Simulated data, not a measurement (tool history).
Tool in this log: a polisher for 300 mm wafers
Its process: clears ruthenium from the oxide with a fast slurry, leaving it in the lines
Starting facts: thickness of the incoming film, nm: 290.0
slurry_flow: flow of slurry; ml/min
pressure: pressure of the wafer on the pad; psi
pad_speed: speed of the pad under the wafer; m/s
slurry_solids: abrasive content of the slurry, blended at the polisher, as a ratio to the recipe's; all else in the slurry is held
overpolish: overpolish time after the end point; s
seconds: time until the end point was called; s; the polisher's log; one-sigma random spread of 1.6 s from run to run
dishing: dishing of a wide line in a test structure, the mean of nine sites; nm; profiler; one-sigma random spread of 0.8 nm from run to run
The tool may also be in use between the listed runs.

run,day,slurry_flow,pressure,pad_speed,slurry_solids,overpolish,seconds,dishing
1,0.000,225,2.2,1.02,1.0,20,102.120,42.936
2,0.054,180,2.2,1.02,1.0,20,102.530,42.798
3,0.179,180,2.3,1.02,1.0,23,104.740,49.085
4,0.288,180,2.5,1.02,1.0,24,96.582,53.638
5,0.492,180,2.6,1.02,1.0,25,86.856,56.767
6,0.821,180,2.1,1.02,1.0,25,109.410,48.453
7,0.983,180,2.3,1.02,1.0,26,99.157,54.504
8,1.079,175,2.4,1.02,1.0,27,98.736,57.415
9,1.379,175,2.5,1.02,1.0,28,93.574,59.744

Run 10 is up next; what results do you expect?
10,1.621,175,2.6,1.02,1.0,29,?,?

{"run 10": {"seconds": 90.983, "dishing": 62.425}}
